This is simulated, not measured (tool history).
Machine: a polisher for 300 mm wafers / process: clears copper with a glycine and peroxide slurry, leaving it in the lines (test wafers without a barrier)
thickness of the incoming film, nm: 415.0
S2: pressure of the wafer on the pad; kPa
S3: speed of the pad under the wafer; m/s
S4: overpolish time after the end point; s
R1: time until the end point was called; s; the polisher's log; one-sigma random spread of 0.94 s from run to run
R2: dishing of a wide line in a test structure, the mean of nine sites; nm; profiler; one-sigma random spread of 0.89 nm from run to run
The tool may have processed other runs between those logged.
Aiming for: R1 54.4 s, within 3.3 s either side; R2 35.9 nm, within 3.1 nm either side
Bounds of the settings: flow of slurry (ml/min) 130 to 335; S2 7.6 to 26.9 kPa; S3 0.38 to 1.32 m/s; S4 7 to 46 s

{"run": 1, "day": 0.0, "flow of slurry (ml/min)": 215, "S2": 17.2, "S3": 0.84, "S4": 24, "R1": 81.419, "R2": 39.442}
{"run": 2, "day": 0.279, "flow of slurry (ml/min)": 215, "S2": 18.6, "S3": 0.86, "S4": 21, "R1": 75.535, "R2": 35.512}
{"run": 3, "day": 0.325, "flow of slurry (ml/min)": 215, "S2": 20, "S3": 0.88, "S4": 22, "R1": 69.808, "R2": 39.512}
{"run": 4, "day": 0.608, "flow of slurry (ml/min)": 215, "S2": 20.7, "S3": 0.9, "S4": 20, "R1": 67.204, "R2": 37.615}
{"run": 5, "day": 0.933, "flow of slurry (ml/min)": 215, "S2": 20.7, "S3": 1, "S4": 20, "R1": 63.113, "R2": 36.726}
{"run": 6, "day": 1.0, "flow of slurry (ml/min)": 195, "S2": 20.7, "S3": 1, "S4": 20, "R1": 64.612, "R2": 36.326}
{"run": 7, "day": 1.3, "flow of slurry (ml/min)": 200, "S2": 21.4, "S3": 1, "S4": 19, "R1": 61.653, "R2": 36.535}
{"run": 8, "day": 1.538, "flow of slurry (ml/min)": 200, "S2": 22.1, "S3": 1, "S4": 18, "R1": 61.297, "R2": 36.217}
{"run": 9, "day": 1.708, "flow of slurry (ml/min)": 205, "S2": 22.8, "S3": 1, "S4": 18, "R1": 60.04, "R2": 36.851}

5 candidate next runs follow, results not yet known. Just one meets every target within its allowed miss. Identify it.
{"run": "A", "day": 1.879, "flow of slurry (ml/min)": 165, "S2": 22.1, "S3": 0.82, "S4": 17, "R1": "?", "R2": "?"}
{"run": "B", "day": 1.879, "flow of slurry (ml/min)": 195, "S2": 21.4, "S3": 0.92, "S4": 16, "R1": "?", "R2": "?"}
{"run": "C", "day": 1.879, "flow of slurry (ml/min)": 170, "S2": 23.4, "S3": 0.82, "S4": 26, "R1": "?", "R2": "?"}
{"run": "D", "day": 1.879, "flow of slurry (ml/min)": 185, "S2": 26.2, "S3": 1, "S4": 16, "R1": "?", "R2": "?"}
{"run": "E", "day": 1.879, "flow of slurry (ml/min)": 170, "S2": 20, "S3": 1.02, "S4": 19, "R1": "?", "R2": "?"}

move=A R1=73.798 R2=35.02
move=B R1=66.932 R2=35.115
move=C R1=70.496 R2=39.613
move=D R1=54.495 R2=36.749
move=E R1=65.622 R2=36.893
A: its largest miss is bigger than the last run's
B: its largest miss is bigger than the last run's
C: its largest miss is bigger than the last run's
D: every result within its allowed miss
E: its largest miss is bigger than the last run's
Go with D: it meets all targets.
